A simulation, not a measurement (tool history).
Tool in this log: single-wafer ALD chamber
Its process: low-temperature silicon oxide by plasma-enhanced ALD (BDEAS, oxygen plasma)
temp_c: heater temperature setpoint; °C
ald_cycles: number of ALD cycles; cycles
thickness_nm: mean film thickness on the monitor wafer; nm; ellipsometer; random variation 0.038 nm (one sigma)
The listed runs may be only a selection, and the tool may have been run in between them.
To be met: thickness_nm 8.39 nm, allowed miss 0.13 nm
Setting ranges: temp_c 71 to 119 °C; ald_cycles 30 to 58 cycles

run	hour	temp_c	ald_cycles	thickness_nm
1	0	95	44	6.562
2	5.6	99	44	6.464
3	9.2	95	45	6.715
4	11.6	92	46	6.9248
5	13.5	92	52	7.7589
6	19	98	52	7.6559
7	23.4	95	52	7.7087
8	27.1	92	52	7.8027
9	32.2	89	52	7.9384

Which of these 5 next moves meets every target?
A	37.3	93	54	?
B	37.3	85	48	?
C	37.3	84	54	?
D	37.3	86	50	?
E	37.3	87	49	?

move	thickness_nm
A	8.0247
B	7.3556
C	8.3064
D	7.6331
E	7.4521
A: gains on the last run, yet a result remains outside its allowed miss
B: lands further from the targets than the last run did
C: every result within its allowed miss
D: lands further from the targets than the last run did
E: lands further from the targets than the last run did
C meets every target.

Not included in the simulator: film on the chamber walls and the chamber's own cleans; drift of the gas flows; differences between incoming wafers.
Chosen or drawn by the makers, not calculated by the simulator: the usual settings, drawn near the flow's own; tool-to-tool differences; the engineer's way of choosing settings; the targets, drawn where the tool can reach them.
